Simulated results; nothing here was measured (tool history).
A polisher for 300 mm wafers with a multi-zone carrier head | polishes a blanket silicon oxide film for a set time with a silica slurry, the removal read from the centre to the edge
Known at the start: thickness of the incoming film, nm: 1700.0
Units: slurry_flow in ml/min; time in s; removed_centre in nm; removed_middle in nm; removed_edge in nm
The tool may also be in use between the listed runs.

run    day  slurry_flow  centre_zone  middle_zone  edge_zone  slurry_solids  time  removed_centre  removed_middle  removed_edge
  1      0          210            1            1          1              1    90          380.45          384.49        385.17
  2  0.329          210         0.93            1          1              1    90          365.72          378.41        402.38
  3  0.567          210         0.93         1.07          1              1    90          372.31          411.65        393.58
  4  0.592          220         0.93         1.06       1.03           1.15    96          437.01          479.74         463.1
  5  0.621          230         0.93         1.04       1.06           1.25    99          463.96          505.09        499.98
  6  0.804          230         0.93         1.02       1.07           1.35   103          502.91          542.65        557.06

The next listed run, before its measurement:
  7  1.142          230         0.94         1.02       1.08            1.4   105               ?               ?             ?

Run 7 gave removed_centre 524.44 nm, removed_middle 555.89 nm, removed_edge 573.18 nm.
